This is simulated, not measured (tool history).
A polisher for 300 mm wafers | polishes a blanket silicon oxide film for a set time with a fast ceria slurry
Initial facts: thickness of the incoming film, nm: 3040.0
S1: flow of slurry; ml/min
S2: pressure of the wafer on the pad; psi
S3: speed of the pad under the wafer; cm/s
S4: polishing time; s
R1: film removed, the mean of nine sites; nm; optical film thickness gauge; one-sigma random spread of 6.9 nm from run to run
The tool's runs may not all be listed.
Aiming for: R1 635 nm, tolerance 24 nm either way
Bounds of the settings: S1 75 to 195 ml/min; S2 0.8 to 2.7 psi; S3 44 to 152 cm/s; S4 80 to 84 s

Run 1, hour 0: S1 125 ml/min, S2 1.7 psi, S3 98 cm/s, S4 80 s. Result: R1 794.36 nm.
Run 2, hour 3.6: S1 125 ml/min, S2 1.7 psi, S3 118 cm/s, S4 80 s. Result: R1 944.23 nm.
Run 3, hour 9.6: S1 125 ml/min, S2 1.7 psi, S3 118 cm/s, S4 80 s. Result: R1 931.41 nm.
Run 4, hour 11.3: S1 125 ml/min, S2 1.5 psi, S3 118 cm/s, S4 80 s. Result: R1 841.34 nm.
Run 5, hour 13: S1 120 ml/min, S2 1.4 psi, S3 118 cm/s, S4 80 s. Result: R1 808.27 nm.
Run 6, hour 17.6: S1 120 ml/min, S2 1.3 psi, S3 118 cm/s, S4 80 s. Result: R1 761.16 nm.
Run 7, hour 21.6: S1 120 ml/min, S2 1.3 psi, S3 118 cm/s, S4 80 s. Result: R1 766.4 nm.
Run 8, hour 22.7: S1 120 ml/min, S2 1.2 psi, S3 118 cm/s, S4 80 s. Result: R1 716.32 nm.
Run 9, hour 26.2: S1 120 ml/min, S2 1.1 psi, S3 118 cm/s, S4 80 s. Result: R1 669.91 nm.

Exactly one of the 4 candidate moves below puts every result within its allowed miss. Which one?
Run A, hour 29.7: S1 120 ml/min, S2 1.1 psi, S3 132 cm/s, S4 80 s. Result: R1 ?.
Run B, hour 29.7: S1 110 ml/min, S2 0.8 psi, S3 126 cm/s, S4 81 s. Result: R1 ?.
Run C, hour 29.7: S1 155 ml/min, S2 1 psi, S3 102 cm/s, S4 80 s. Result: R1 ?.
Run D, hour 29.7: S1 135 ml/min, S2 1.3 psi, S3 92 cm/s, S4 84 s. Result: R1 ?.

move      R1
   A  761.42
   B     588
   C  572.94
   D  644.77
A: the biggest miss grows against the last run
B: pushes the last run's worst result past its target
C: pushes the last run's worst result past its target
D: every result within its allowed miss
The right move is D.
